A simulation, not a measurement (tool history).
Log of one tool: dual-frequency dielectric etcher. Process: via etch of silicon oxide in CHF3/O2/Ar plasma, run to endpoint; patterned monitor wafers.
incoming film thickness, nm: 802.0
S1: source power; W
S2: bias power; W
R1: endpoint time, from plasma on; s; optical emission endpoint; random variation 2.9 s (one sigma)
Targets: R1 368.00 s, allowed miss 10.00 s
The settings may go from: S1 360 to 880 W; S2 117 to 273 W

Run 1, hour 0.0: S1 620 W, S2 195 W. Result: R1 407.52 s.
Run 2, hour 4.1: S1 570 W, S2 195 W. Result: R1 421.97 s.
Run 3, hour 6.5: S1 620 W, S2 195 W. Result: R1 406.34 s.
Run 4, hour 13.0: S1 620 W, S2 178 W. Result: R1 411.78 s.
Run 5, hour 18.7: S1 620 W, S2 198 W. Result: R1 404.62 s.
Run 6, hour 20.2: S1 620 W, S2 167 W. Result: R1 428.30 s.
Run 7, hour 26.0: S1 620 W, S2 167 W. Result: R1 426.12 s.
Run 8, hour 28.4: S1 620 W, S2 167 W. Result: R1 423.91 s.
Run 9, hour 33.5: S1 670 W, S2 172 W. Result: R1 408.83 s.
Run 10, hour 39.7: S1 710 W, S2 177 W. Result: R1 390.44 s.
Run 11, hour 46.4: S1 730 W, S2 179 W. Result: R1 391.69 s.
At hour 47.7: bias power generator calibrated.
Run 12, hour 47.7: S1 760 W, S2 182 W. Result: R1 386.64 s.
Run 13, hour 56.7: S1 760 W, S2 182 W. Result: R1 385.46 s.

Which of these 4 next moves meets every target?
Run A, hour 65.7: S1 830 W, S2 187 W. Result: R1 ?.
Run B, hour 65.7: S1 760 W, S2 177 W. Result: R1 ?.
Run C, hour 65.7: S1 740 W, S2 188 W. Result: R1 ?.
Run D, hour 65.7: S1 680 W, S2 154 W. Result: R1 ?.

move      R1
   A  372.42
   B  391.72
   C  390.39
   D  424.41
A: meets every target
B: further off than the last run
C: further off than the last run
D: further off than the last run
Answer: A

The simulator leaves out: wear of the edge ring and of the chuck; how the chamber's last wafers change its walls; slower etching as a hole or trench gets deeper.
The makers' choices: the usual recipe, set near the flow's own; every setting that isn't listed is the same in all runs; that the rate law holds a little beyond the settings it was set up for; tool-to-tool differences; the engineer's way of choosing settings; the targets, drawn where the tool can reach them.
